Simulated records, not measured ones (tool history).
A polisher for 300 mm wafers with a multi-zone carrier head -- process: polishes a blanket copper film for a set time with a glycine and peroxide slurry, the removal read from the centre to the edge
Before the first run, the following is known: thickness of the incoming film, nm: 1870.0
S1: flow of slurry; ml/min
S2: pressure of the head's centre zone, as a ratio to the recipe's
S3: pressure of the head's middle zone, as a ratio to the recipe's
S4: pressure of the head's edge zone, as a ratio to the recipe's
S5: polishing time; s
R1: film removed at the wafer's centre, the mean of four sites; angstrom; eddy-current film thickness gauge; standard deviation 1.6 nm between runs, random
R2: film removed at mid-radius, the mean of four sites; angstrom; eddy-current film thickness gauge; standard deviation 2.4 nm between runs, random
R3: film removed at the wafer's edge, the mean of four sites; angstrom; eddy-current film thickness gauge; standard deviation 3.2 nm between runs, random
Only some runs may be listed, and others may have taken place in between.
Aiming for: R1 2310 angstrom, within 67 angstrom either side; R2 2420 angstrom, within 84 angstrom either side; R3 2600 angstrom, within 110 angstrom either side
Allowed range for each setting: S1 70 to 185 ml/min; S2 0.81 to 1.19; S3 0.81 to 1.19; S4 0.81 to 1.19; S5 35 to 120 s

| run | hour | S1 | S2 | S3 | S4 | S5 | R1 | R2 | R3 |
|---|---|---|---|---|---|---|---|---|---|
| 1 | 0 | 120 | 1 | 1 | 1 | 77 | 3643.1 | 3410.2 | 3525 |
| 2 | 2.3 | 115 | 0.98 | 0.99 | 0.98 | 75 | 3370.8 | 3299.8 | 3390 |
| 3 | 8.1 | 110 | 0.97 | 0.97 | 0.97 | 73 | 3256 | 3121.5 | 3236.2 |
| 4 | 9 | 110 | 0.9 | 0.97 | 0.97 | 73 | 2982.9 | 3128.4 | 3242.1 |
| 5 | 12 | 110 | 0.9 | 0.97 | 0.97 | 64 | 2657.7 | 2769.2 | 2860.5 |
| 6 | 17.4 | 110 | 0.82 | 0.97 | 0.97 | 64 | 2410 | 2769.7 | 2911.4 |
| 7 | 19.6 | 105 | 0.82 | 0.96 | 0.96 | 64 | 2378 | 2674.3 | 2795.7 |
| 8 | 20.6 | 100 | 0.82 | 0.95 | 0.96 | 64 | 2356.8 | 2641.6 | 2849.9 |
| 9 | 27.4 | 100 | 0.82 | 0.95 | 0.95 | 64 | 2344.9 | 2629.3 | 2797 |
| 10 | 33.2 | 100 | 0.82 | 0.95 | 0.94 | 64 | 2371.2 | 2659.9 | 2715.9 |
| 11 | 39.7 | 95 | 0.82 | 0.94 | 0.94 | 64 | 2285.6 | 2581.4 | 2756.5 |
| 12 | 40.3 | 95 | 0.83 | 0.93 | 0.93 | 64 | 2340.2 | 2541.2 | 2725.8 |

5 candidate next runs follow, results not yet known. Just one meets every target within its allowed miss. Identify it.
| A | 40.9 | 85 | 0.9 | 0.82 | 0.96 | 65 | ? | ? | ? |
| B | 40.9 | 90 | 0.82 | 0.91 | 0.96 | 66 | ? | ? | ? |
| C | 40.9 | 90 | 0.86 | 0.92 | 0.91 | 62 | ? | ? | ? |
| D | 40.9 | 95 | 0.81 | 0.91 | 0.99 | 66 | ? | ? | ? |
| E | 40.9 | 110 | 0.81 | 0.98 | 0.94 | 61 | ? | ? | ? |

| move | R1 | R2 | R3 |
|---|---|---|---|
| A | 2491.6 | 2310.1 | 2747.4 |
| B | 2344.9 | 2582.8 | 2814.5 |
| C | 2311.4 | 2446.9 | 2578.4 |
| D | 2352.9 | 2618.5 | 2882.7 |
| E | 2263.9 | 2657.4 | 2659.7 |
A: moves the result that the last run missed by most past its target, out the other side
B: lands further from the targets than the last run did
C: all results land within tolerance of their targets
D: lands further from the targets than the last run did
E: lands further from the targets than the last run did
Correct choice: C, which meets every target
